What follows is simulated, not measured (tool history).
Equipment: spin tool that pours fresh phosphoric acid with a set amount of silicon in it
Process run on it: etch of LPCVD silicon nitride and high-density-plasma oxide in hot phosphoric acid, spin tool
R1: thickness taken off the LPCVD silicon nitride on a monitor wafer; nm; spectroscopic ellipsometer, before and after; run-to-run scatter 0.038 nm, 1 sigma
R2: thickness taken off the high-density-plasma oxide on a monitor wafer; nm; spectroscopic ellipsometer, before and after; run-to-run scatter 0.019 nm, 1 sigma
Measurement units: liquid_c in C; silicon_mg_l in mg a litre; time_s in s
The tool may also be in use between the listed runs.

Run 1, day 0: liquid_c 163 C, silicon_mg_l 19.5 mg a litre, time_s 95 s. Result: R1 9.1956 nm, R2 0.53197 nm.
Run 2, day 0.2: liquid_c 162.5 C, silicon_mg_l 18 mg a litre, time_s 90 s. Result: R1 8.6685 nm, R2 0.5334 nm.
Run 3, day 0.475: liquid_c 162.5 C, silicon_mg_l 18 mg a litre, time_s 110 s. Result: R1 10.436 nm, R2 0.68034 nm.
Run 4, day 0.733: liquid_c 162 C, silicon_mg_l 16.5 mg a litre, time_s 105 s. Result: R1 9.8415 nm, R2 0.66191 nm.
Run 5, day 0.958: liquid_c 161.5 C, silicon_mg_l 15.5 mg a litre, time_s 100 s. Result: R1 9.2963 nm, R2 0.6331 nm.
Run 6, day 1.112: liquid_c 161.5 C, silicon_mg_l 7 mg a litre, time_s 100 s. Result: R1 9.2457 nm, R2 0.72307 nm.
Run 7, day 1.421: liquid_c 161 C, silicon_mg_l 6.5 mg a litre, time_s 95 s. Result: R1 8.5433 nm, R2 0.64108 nm.
Run 8, day 1.621: liquid_c 159 C, silicon_mg_l 0 mg a litre, time_s 50 s. Result: R1 4.2091 nm, R2 0.33943 nm.
Run 9, day 1.971: liquid_c 159.5 C, silicon_mg_l 1 mg a litre, time_s 50 s. Result: R1 4.313 nm, R2 0.34053 nm.
Run 10, day 2.275: liquid_c 160 C, silicon_mg_l 1.5 mg a litre, time_s 50 s. Result: R1 4.4021 nm, R2 0.33846 nm.
Run 11, day 2.55: liquid_c 160.5 C, silicon_mg_l 1.5 mg a litre, time_s 50 s. Result: R1 4.4785 nm, R2 0.36137 nm.
Run 12, day 2.696: liquid_c 161 C, silicon_mg_l 2 mg a litre, time_s 50 s. Result: R1 4.5422 nm, R2 0.40507 nm.
Run 13, day 2.862: liquid_c 161.5 C, silicon_mg_l 3.5 mg a litre, time_s 50 s. Result: R1 4.5927 nm, R2 0.38618 nm.
Run 14, day 3.158: liquid_c 162 C, silicon_mg_l 4.5 mg a litre, time_s 50 s. Result: R1 4.7154 nm, R2 0.39707 nm.
Run 15, day 3.225: liquid_c 162 C, silicon_mg_l 5.5 mg a litre, time_s 50 s. Result: R1 4.6992 nm, R2 0.38431 nm.
Run 16, day 3.279: liquid_c 162.5 C, silicon_mg_l 6 mg a litre, time_s 50 s. Result: R1 4.7572 nm, R2 0.39647 nm.
Run 17, day 3.646: liquid_c 162.5 C, silicon_mg_l 6.5 mg a litre, time_s 50 s. Result: R1 4.7582 nm, R2 0.37544 nm.
Run 18, day 3.688: liquid_c 163 C, silicon_mg_l 7 mg a litre, time_s 50 s. Result: R1 4.8449 nm, R2 0.36822 nm.
Run 19, day 3.971: liquid_c 164.5 C, silicon_mg_l 6.5 mg a litre, time_s 50 s. Result: R1 5.1422 nm, R2 0.44461 nm.

What will run 20 give?
Run 20, day 4.312: liquid_c 164.5 C, silicon_mg_l 7 mg a litre, time_s 50 s. Result: R1 ?, R2 ?.

{"run 20": {"R1": 5.0748, "R2": 0.42853}}
